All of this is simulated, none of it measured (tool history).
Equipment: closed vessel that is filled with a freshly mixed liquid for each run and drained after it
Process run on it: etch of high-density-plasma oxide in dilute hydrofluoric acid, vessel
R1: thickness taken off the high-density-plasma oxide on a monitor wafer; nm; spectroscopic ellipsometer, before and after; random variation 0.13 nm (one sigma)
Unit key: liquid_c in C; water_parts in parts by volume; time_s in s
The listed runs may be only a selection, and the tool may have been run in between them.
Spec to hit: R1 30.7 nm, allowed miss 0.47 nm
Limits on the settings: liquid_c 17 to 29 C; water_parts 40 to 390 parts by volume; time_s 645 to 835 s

{"run": 1, "day": 0.0, "liquid_c": 21, "water_parts": 215, "time_s": 835, "R1": 22.755}
{"run": 2, "day": 0.229, "liquid_c": 21, "water_parts": 215, "time_s": 645, "R1": 17.622}
{"run": 3, "day": 0.321, "liquid_c": 21, "water_parts": 255, "time_s": 645, "R1": 14.2}
{"run": 4, "day": 0.529, "liquid_c": 24.5, "water_parts": 255, "time_s": 645, "R1": 16.007}
{"run": 5, "day": 0.871, "liquid_c": 24.5, "water_parts": 255, "time_s": 645, "R1": 16.089}
{"run": 6, "day": 1.088, "liquid_c": 24.5, "water_parts": 255, "time_s": 645, "R1": 16.048}
{"run": 7, "day": 1.212, "liquid_c": 25.5, "water_parts": 235, "time_s": 645, "R1": 18.515}
{"run": 8, "day": 1.496, "liquid_c": 26.5, "water_parts": 215, "time_s": 645, "R1": 21.46}
{"run": 9, "day": 1.746, "liquid_c": 27, "water_parts": 200, "time_s": 645, "R1": 23.548}
{"run": 10, "day": 2.067, "liquid_c": 27.5, "water_parts": 190, "time_s": 645, "R1": 25.817}
{"run": 11, "day": 2.108, "liquid_c": 28, "water_parts": 185, "time_s": 645, "R1": 26.962}

Below are 5 possible settings for the next run. Only one of them brings all results inside the allowed miss of their targets. Which is it?
{"run": "A", "day": 2.15, "liquid_c": 25, "water_parts": 175, "time_s": 765, "R1": "?"}
{"run": "B", "day": 2.15, "liquid_c": 25.5, "water_parts": 180, "time_s": 835, "R1": "?"}
{"run": "C", "day": 2.15, "liquid_c": 28.5, "water_parts": 200, "time_s": 820, "R1": "?"}
{"run": "D", "day": 2.15, "liquid_c": 26.5, "water_parts": 190, "time_s": 655, "R1": "?"}
{"run": "E", "day": 2.15, "liquid_c": 29, "water_parts": 265, "time_s": 790, "R1": "?"}

move=A R1=30.675
move=B R1=32.972
move=C R1=31.718
move=D R1=25.125
move=E R1=21.77
A: meets every target
B: carries the result that was furthest off beyond its target, to the other side
C: carries the result that was furthest off beyond its target, to the other side
D: lands further from the targets than the last run did
E: lands further from the targets than the last run did
A meets every target.
